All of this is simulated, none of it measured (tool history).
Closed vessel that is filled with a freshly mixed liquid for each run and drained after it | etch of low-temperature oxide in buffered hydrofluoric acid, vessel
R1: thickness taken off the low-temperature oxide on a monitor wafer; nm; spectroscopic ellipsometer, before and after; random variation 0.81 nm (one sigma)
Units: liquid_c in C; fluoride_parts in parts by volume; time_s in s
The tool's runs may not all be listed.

run 1 hour=0 | liquid_c=20 fluoride_parts=14 time_s=90 | R1=111.19
run 2 hour=4.7 | liquid_c=20 fluoride_parts=14 time_s=95 | R1=117.6
run 3 hour=6.5 | liquid_c=20 fluoride_parts=10.5 time_s=95 | R1=155.07
run 4 hour=11.2 | liquid_c=20.5 fluoride_parts=10.5 time_s=95 | R1=159.3
run 5 hour=15.8 | liquid_c=20.5 fluoride_parts=8 time_s=95 | R1=203.03
run 6 hour=17.4 | liquid_c=23 fluoride_parts=8 time_s=95 | R1=232.38

Run 7 comes next. What will it give?
run 7 hour=20.4 | liquid_c=21.5 fluoride_parts=8 time_s=95 | R1=?

R1: 217.26 nm

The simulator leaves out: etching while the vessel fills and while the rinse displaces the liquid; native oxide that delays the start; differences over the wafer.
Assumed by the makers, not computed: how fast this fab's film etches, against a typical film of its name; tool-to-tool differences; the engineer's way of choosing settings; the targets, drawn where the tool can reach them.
